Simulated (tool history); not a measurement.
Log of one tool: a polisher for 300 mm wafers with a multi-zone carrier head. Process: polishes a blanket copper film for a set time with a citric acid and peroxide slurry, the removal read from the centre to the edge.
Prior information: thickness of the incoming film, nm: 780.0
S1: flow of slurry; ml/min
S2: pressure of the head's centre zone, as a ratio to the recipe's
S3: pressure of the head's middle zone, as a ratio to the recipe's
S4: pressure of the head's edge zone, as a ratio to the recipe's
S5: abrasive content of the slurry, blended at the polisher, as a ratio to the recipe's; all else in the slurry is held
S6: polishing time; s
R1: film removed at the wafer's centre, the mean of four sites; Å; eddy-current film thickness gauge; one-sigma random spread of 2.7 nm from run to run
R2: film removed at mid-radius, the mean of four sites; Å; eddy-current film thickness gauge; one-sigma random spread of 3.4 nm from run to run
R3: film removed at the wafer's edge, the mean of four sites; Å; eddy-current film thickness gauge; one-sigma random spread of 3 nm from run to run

| run | hour | S1 | S2 | S3 | S4 | S5 | S6 | R1 | R2 | R3 |
|---|---|---|---|---|---|---|---|---|---|---|
| 1 | 0.0 | 200 | 1.00 | 1.00 | 1.00 | 1.00 | 86 | 2093.6 | 2174.9 | 2115.2 |
| 2 | 2.7 | 240 | 1.00 | 1.00 | 1.00 | 1.00 | 86 | 2164.1 | 2221.4 | 2164.7 |
| 3 | 7.1 | 240 | 0.95 | 1.00 | 1.00 | 1.00 | 86 | 2064.9 | 2176.8 | 2197.2 |
| 4 | 11.8 | 240 | 0.88 | 1.00 | 1.00 | 1.00 | 86 | 1842.7 | 2225.4 | 2178.0 |
| 5 | 19.1 | 245 | 0.89 | 1.03 | 1.01 | 1.10 | 87 | 1943.6 | 2388.3 | 2294.2 |
| 6 | 22.0 | 245 | 0.89 | 1.03 | 0.96 | 1.10 | 87 | 1983.2 | 2313.8 | 2216.9 |
| 7 | 26.4 | 250 | 0.90 | 1.05 | 0.98 | 1.15 | 87 | 2033.1 | 2380.9 | 2273.8 |
| 8 | 28.7 | 250 | 0.91 | 1.08 | 1.00 | 1.20 | 87 | 2021.0 | 2459.6 | 2277.7 |
| 9 | 32.7 | 270 | 0.94 | 1.12 | 1.04 | 1.45 | 92 | 2402.0 | 2864.9 | 2565.3 |

What does the tool deliver on the next run?
| 10 | 33.9 | 265 | 0.93 | 1.12 | 1.04 | 1.45 | 92 | ? | ? | ? |

{"run 10": {"R1": 2380.7, "R2": 2817.3, "R3": 2595.4}}
